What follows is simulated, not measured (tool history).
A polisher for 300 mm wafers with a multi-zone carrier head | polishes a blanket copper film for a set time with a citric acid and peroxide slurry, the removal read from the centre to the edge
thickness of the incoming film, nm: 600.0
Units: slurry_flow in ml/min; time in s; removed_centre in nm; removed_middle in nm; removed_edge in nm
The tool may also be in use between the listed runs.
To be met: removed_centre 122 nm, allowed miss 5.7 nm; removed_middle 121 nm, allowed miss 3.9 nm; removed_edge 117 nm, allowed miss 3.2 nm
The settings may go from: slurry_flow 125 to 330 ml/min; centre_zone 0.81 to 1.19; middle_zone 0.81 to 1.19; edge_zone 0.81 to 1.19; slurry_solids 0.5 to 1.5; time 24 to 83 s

Run 1, day 0: slurry_flow 210 ml/min, centre_zone 1, middle_zone 1, edge_zone 1, slurry_solids 1, time 53 s. Result: removed_centre 90.157 nm, removed_middle 89.98 nm, removed_edge 90.501 nm.
Run 2, day 0.288: slurry_flow 210 ml/min, centre_zone 0.97, middle_zone 1, edge_zone 1, slurry_solids 1, time 53 s. Result: removed_centre 89.012 nm, removed_middle 90.549 nm, removed_edge 89.84 nm.
Run 3, day 0.6: slurry_flow 230 ml/min, centre_zone 1.02, middle_zone 1.04, edge_zone 1.04, slurry_solids 1.15, time 54 s. Result: removed_centre 100.36 nm, removed_middle 96.207 nm, removed_edge 96.302 nm.
Run 4, day 0.688: slurry_flow 230 ml/min, centre_zone 1.02, middle_zone 1.01, edge_zone 1.04, slurry_solids 1.15, time 54 s. Result: removed_centre 100.31 nm, removed_middle 94.82 nm, removed_edge 97.411 nm.
At day 0.958: centre zone pressure recalibrated.
Run 5, day 0.958: slurry_flow 240 ml/min, centre_zone 1.01, middle_zone 1.05, edge_zone 1.06, slurry_solids 1.25, time 56 s. Result: removed_centre 98.711 nm, removed_middle 103.45 nm, removed_edge 102.25 nm.
Run 6, day 1.329: slurry_flow 250 ml/min, centre_zone 1.04, middle_zone 1.07, edge_zone 1.08, slurry_solids 1.35, time 57 s. Result: removed_centre 105.95 nm, removed_middle 108.33 nm, removed_edge 108.14 nm.
Run 7, day 1.538: slurry_flow 260 ml/min, centre_zone 1.07, middle_zone 1.09, edge_zone 1.09, slurry_solids 1.4, time 58 s. Result: removed_centre 112.59 nm, removed_middle 115.2 nm, removed_edge 111.19 nm.
Run 8, day 1.896: slurry_flow 290 ml/min, centre_zone 1.12, middle_zone 1.09, edge_zone 1.15, slurry_solids 1.5, time 58 s. Result: removed_centre 118.82 nm, removed_middle 117.74 nm, removed_edge 117.68 nm.

5 next moves are on the table. One of them brings every result within its allowed miss. Which?
Run A, day 2.254: slurry_flow 290 ml/min, centre_zone 1.15, middle_zone 1.06, edge_zone 1.19, slurry_solids 1.45, time 59 s. Result: removed_centre ?, removed_middle ?, removed_edge ?.
Run B, day 2.254: slurry_flow 310 ml/min, centre_zone 1.15, middle_zone 1.13, edge_zone 1.18, slurry_solids 1.5, time 58 s. Result: removed_centre ?, removed_middle ?, removed_edge ?.
Run C, day 2.254: slurry_flow 330 ml/min, centre_zone 1.06, middle_zone 1.09, edge_zone 1.19, slurry_solids 1.5, time 57 s. Result: removed_centre ?, removed_middle ?, removed_edge ?.
Run D, day 2.254: slurry_flow 280 ml/min, centre_zone 1.13, middle_zone 0.98, edge_zone 1.15, slurry_solids 1.45, time 61 s. Result: removed_centre ?, removed_middle ?, removed_edge ?.
Run E, day 2.254: slurry_flow 305 ml/min, centre_zone 1.06, middle_zone 0.98, edge_zone 1.11, slurry_solids 1.3, time 62 s. Result: removed_centre ?, removed_middle ?, removed_edge ?.

move  removed_centre  removed_middle  removed_edge
   A          124.07          115.19        120.08
   B          123.71          120.99        118.84
   C           112.7          116.12        117.83
   D          125.44          111.26        122.02
   E          118.36          111.91        120.51
A: further off than the last run
B: meets every target
C: further off than the last run
D: further off than the last run
E: further off than the last run
The right move is B.

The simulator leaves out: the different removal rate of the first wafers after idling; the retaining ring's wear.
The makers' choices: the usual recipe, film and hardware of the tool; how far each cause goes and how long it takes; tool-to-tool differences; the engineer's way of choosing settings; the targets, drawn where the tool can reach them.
